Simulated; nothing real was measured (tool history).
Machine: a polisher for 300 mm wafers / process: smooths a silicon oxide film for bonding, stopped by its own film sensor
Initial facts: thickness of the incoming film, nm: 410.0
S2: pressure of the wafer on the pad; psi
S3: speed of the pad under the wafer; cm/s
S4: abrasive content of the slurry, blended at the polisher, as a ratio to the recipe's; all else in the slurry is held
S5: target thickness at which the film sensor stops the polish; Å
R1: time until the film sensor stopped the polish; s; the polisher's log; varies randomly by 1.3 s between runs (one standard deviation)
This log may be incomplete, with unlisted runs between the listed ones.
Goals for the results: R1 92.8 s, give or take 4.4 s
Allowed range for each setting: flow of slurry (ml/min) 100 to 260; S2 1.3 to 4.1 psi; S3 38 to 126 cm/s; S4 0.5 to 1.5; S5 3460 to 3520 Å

Run 1, hour 0: flow of slurry (ml/min) 165, S2 2.7 psi, S3 82 cm/s, S4 1, S5 3460 Å. Result: R1 75.611 s.
Run 2, hour 1.8: flow of slurry (ml/min) 165, S2 2.6 psi, S3 82 cm/s, S4 1, S5 3460 Å. Result: R1 78.16 s.
Run 3, hour 10.1: flow of slurry (ml/min) 165, S2 3.2 psi, S3 82 cm/s, S4 1, S5 3460 Å. Result: R1 65.527 s.
Run 4, hour 12.1: flow of slurry (ml/min) 165, S2 3.2 psi, S3 82 cm/s, S4 0.9, S5 3460 Å. Result: R1 69.727 s.
Run 5, hour 17.2: flow of slurry (ml/min) 165, S2 3.2 psi, S3 82 cm/s, S4 0.7, S5 3460 Å. Result: R1 77.866 s.
Run 6, hour 22.3: flow of slurry (ml/min) 165, S2 3.2 psi, S3 82 cm/s, S4 0.7, S5 3520 Å. Result: R1 71.182 s.
Run 7, hour 25.5: flow of slurry (ml/min) 165, S2 3.1 psi, S3 82 cm/s, S4 0.7, S5 3520 Å. Result: R1 72.61 s.
Run 8, hour 27.7: flow of slurry (ml/min) 165, S2 3 psi, S3 82 cm/s, S4 0.7, S5 3520 Å. Result: R1 74.423 s.
Run 9, hour 33.7: flow of slurry (ml/min) 165, S2 2.9 psi, S3 82 cm/s, S4 0.7, S5 3520 Å. Result: R1 77.938 s.
Run 10, hour 41.6: flow of slurry (ml/min) 165, S2 2.8 psi, S3 82 cm/s, S4 0.7, S5 3520 Å. Result: R1 82.103 s.
Run 11, hour 49.9: flow of slurry (ml/min) 165, S2 2.6 psi, S3 82 cm/s, S4 0.7, S5 3520 Å. Result: R1 87.075 s.

Next run, 4 choices. One meets every target within its allowed miss, the rest don't. Which?
Run A, hour 58.2: flow of slurry (ml/min) 155, S2 2.7 psi, S3 92 cm/s, S4 0.65, S5 3490 Å. Result: R1 ?.
Run B, hour 58.2: flow of slurry (ml/min) 185, S2 2.9 psi, S3 74 cm/s, S4 0.65, S5 3520 Å. Result: R1 ?.
Run C, hour 58.2: flow of slurry (ml/min) 160, S2 2.4 psi, S3 94 cm/s, S4 0.65, S5 3480 Å. Result: R1 ?.
Run D, hour 58.2: flow of slurry (ml/min) 150, S2 2.1 psi, S3 88 cm/s, S4 0.65, S5 3500 Å. Result: R1 ?.

move      R1
   A  84.312
   B  86.297
   C   93.85
   D  110.24
A: the biggest miss grows against the last run
B: the biggest miss grows against the last run
C: hits every target within its allowed miss
D: moves the result that the last run missed by most past its target, out the other side
The move that meets every target is C.
